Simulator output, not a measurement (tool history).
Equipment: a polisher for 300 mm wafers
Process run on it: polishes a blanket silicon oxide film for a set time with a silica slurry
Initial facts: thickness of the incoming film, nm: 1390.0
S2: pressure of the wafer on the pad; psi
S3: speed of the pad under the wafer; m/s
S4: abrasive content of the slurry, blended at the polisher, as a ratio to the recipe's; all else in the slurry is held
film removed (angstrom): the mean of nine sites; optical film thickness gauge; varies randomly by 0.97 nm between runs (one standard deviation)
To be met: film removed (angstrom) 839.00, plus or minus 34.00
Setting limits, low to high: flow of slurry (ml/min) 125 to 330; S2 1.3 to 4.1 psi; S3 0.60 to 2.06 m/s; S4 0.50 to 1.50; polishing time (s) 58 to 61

Run 1, hour 0.0: flow of slurry (ml/min) 210, S2 2.7 psi, S3 1.32 m/s, S4 1.00, polishing time (s) 58. Result: film removed (angstrom) 1065.30.
Run 2, hour 5.5: flow of slurry (ml/min) 210, S2 2.5 psi, S3 1.32 m/s, S4 1.00, polishing time (s) 58. Result: film removed (angstrom) 1036.40.
Run 3, hour 6.9: flow of slurry (ml/min) 210, S2 2.3 psi, S3 1.30 m/s, S4 1.00, polishing time (s) 58. Result: film removed (angstrom) 962.98.
Run 4, hour 7.6: flow of slurry (ml/min) 210, S2 2.2 psi, S3 1.30 m/s, S4 1.00, polishing time (s) 58. Result: film removed (angstrom) 959.88.
Run 5, hour 13.5: flow of slurry (ml/min) 230, S2 2.2 psi, S3 1.30 m/s, S4 1.00, polishing time (s) 58. Result: film removed (angstrom) 933.85.
Run 6, hour 15.1: flow of slurry (ml/min) 230, S2 2.2 psi, S3 1.30 m/s, S4 1.10, polishing time (s) 58. Result: film removed (angstrom) 1001.70.
Run 7, hour 18.4: flow of slurry (ml/min) 230, S2 2.0 psi, S3 1.28 m/s, S4 1.10, polishing time (s) 58. Result: film removed (angstrom) 945.39.
Run 8, hour 27.0: flow of slurry (ml/min) 230, S2 1.9 psi, S3 1.28 m/s, S4 1.10, polishing time (s) 58. Result: film removed (angstrom) 921.12.
Run 9, hour 34.8: flow of slurry (ml/min) 230, S2 1.8 psi, S3 1.28 m/s, S4 1.10, polishing time (s) 58. Result: film removed (angstrom) 900.98.
Run 10, hour 35.4: flow of slurry (ml/min) 230, S2 1.7 psi, S3 1.28 m/s, S4 1.10, polishing time (s) 58. Result: film removed (angstrom) 879.94.
At hour 42.1: conditioning disc replaced and pad reconditioned.
Run 11, hour 42.1: flow of slurry (ml/min) 230, S2 1.6 psi, S3 1.28 m/s, S4 1.10, polishing time (s) 58. Result: film removed (angstrom) 1134.10.
Run 12, hour 45.0: flow of slurry (ml/min) 255, S2 1.7 psi, S3 1.28 m/s, S4 1.10, polishing time (s) 58. Result: film removed (angstrom) 1182.10.
Run 13, hour 48.3: flow of slurry (ml/min) 240, S2 1.7 psi, S3 1.28 m/s, S4 1.10, polishing time (s) 58. Result: film removed (angstrom) 1199.60.
Run 14, hour 52.4: flow of slurry (ml/min) 225, S2 1.7 psi, S3 1.28 m/s, S4 1.10, polishing time (s) 58. Result: film removed (angstrom) 1192.50.
Run 15, hour 53.7: flow of slurry (ml/min) 255, S2 1.7 psi, S3 1.28 m/s, S4 1.10, polishing time (s) 58. Result: film removed (angstrom) 1174.30.
Run 16, hour 57.6: flow of slurry (ml/min) 255, S2 1.3 psi, S3 0.94 m/s, S4 1.05, polishing time (s) 58. Result: film removed (angstrom) 798.06.
Run 17, hour 59.4: flow of slurry (ml/min) 260, S2 1.3 psi, S3 0.94 m/s, S4 1.05, polishing time (s) 58. Result: film removed (angstrom) 798.63.

5 candidate next runs follow, results not yet known. Just one meets every target within its allowed miss. Identify it.
Run A, hour 61.2: flow of slurry (ml/min) 260, S2 1.5 psi, S3 0.80 m/s, S4 1.05, polishing time (s) 58. Result: film removed (angstrom) ?.
Run B, hour 61.2: flow of slurry (ml/min) 265, S2 1.3 psi, S3 0.94 m/s, S4 0.95, polishing time (s) 58. Result: film removed (angstrom) ?.
Run C, hour 61.2: flow of slurry (ml/min) 245, S2 1.3 psi, S3 0.88 m/s, S4 1.00, polishing time (s) 58. Result: film removed (angstrom) ?.
Run D, hour 61.2: flow of slurry (ml/min) 250, S2 1.3 psi, S3 0.92 m/s, S4 1.30, polishing time (s) 58. Result: film removed (angstrom) ?.
Run E, hour 61.2: flow of slurry (ml/min) 275, S2 1.3 psi, S3 0.86 m/s, S4 1.10, polishing time (s) 59. Result: film removed (angstrom) ?.

move  film removed (angstrom)
   A                   771.44
   B                   795.50
   C                   762.31
   D                   863.59
   E                   794.80
A: further off than the last run
B: further off than the last run
C: further off than the last run
D: all results in spec
E: further off than the last run
Correct choice: D, which meets every target
